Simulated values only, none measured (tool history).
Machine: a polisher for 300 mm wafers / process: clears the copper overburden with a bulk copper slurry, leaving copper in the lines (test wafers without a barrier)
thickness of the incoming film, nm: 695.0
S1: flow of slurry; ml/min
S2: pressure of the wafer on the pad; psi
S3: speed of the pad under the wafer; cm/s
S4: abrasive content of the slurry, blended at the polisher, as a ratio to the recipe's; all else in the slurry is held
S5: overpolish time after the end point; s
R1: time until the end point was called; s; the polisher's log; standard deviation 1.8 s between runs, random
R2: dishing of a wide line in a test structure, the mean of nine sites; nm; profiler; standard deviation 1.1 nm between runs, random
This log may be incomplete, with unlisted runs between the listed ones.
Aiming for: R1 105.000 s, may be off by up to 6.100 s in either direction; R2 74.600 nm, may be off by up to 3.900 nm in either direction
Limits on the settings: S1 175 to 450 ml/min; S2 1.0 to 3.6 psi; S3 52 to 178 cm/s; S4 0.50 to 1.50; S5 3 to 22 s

Run 1, day 0.000: S1 290 ml/min, S2 2.3 psi, S3 114 cm/s, S4 1.00, S5 11 s. Result: R1 88.951 s, R2 58.888 nm.
Run 2, day 0.346: S1 290 ml/min, S2 2.3 psi, S3 92 cm/s, S4 1.00, S5 11 s. Result: R1 109.010 s, R2 49.590 nm.
Run 3, day 0.408: S1 290 ml/min, S2 2.5 psi, S3 92 cm/s, S4 1.00, S5 11 s. Result: R1 98.770 s, R2 52.627 nm.
Run 4, day 0.588: S1 290 ml/min, S2 3.0 psi, S3 92 cm/s, S4 1.00, S5 11 s. Result: R1 86.766 s, R2 60.259 nm.
Run 5, day 0.775: S1 290 ml/min, S2 3.0 psi, S3 92 cm/s, S4 1.20, S5 11 s. Result: R1 79.739 s, R2 64.040 nm.
Run 6, day 0.900: S1 290 ml/min, S2 2.9 psi, S3 92 cm/s, S4 1.20, S5 12 s. Result: R1 82.240 s, R2 65.162 nm.
Run 7, day 0.950: S1 290 ml/min, S2 2.8 psi, S3 92 cm/s, S4 1.20, S5 13 s. Result: R1 85.527 s, R2 67.111 nm.
Run 8, day 1.312: S1 290 ml/min, S2 2.7 psi, S3 92 cm/s, S4 1.20, S5 14 s. Result: R1 88.255 s, R2 68.565 nm.
Run 9, day 1.658: S1 290 ml/min, S2 2.6 psi, S3 92 cm/s, S4 1.20, S5 15 s. Result: R1 91.919 s, R2 70.421 nm.
Run 10, day 1.825: S1 290 ml/min, S2 2.5 psi, S3 92 cm/s, S4 1.20, S5 16 s. Result: R1 95.514 s, R2 70.932 nm.
Run 11, day 2.092: S1 290 ml/min, S2 2.5 psi, S3 92 cm/s, S4 1.20, S5 17 s. Result: R1 92.870 s, R2 73.694 nm.

Of the 5 settings listed for the next run, only one would bring every result within its allowed miss of target. Which one?
Run A, day 2.358: S1 265 ml/min, S2 2.0 psi, S3 118 cm/s, S4 1.25, S5 16 s. Result: R1 ?, R2 ?.
Run B, day 2.358: S1 290 ml/min, S2 2.4 psi, S3 116 cm/s, S4 1.25, S5 13 s. Result: R1 ?, R2 ?.
Run C, day 2.358: S1 265 ml/min, S2 2.3 psi, S3 90 cm/s, S4 1.30, S5 20 s. Result: R1 ?, R2 ?.
Run D, day 2.358: S1 335 ml/min, S2 2.3 psi, S3 104 cm/s, S4 1.35, S5 15 s. Result: R1 ?, R2 ?.
Run E, day 2.358: S1 310 ml/min, S2 2.5 psi, S3 90 cm/s, S4 1.25, S5 18 s. Result: R1 ?, R2 ?.

move       R1      R2
   A   92.952  71.304
   B   78.555  71.390
   C  104.450  77.272
   D   87.811  72.369
   E   95.883  77.308
A: as far off as the last run
B: lands further from the targets than the last run did
C: each result inside its tolerance
D: lands further from the targets than the last run did
E: closes in on the targets versus the last run, not all within tolerance yet
The right move is C.
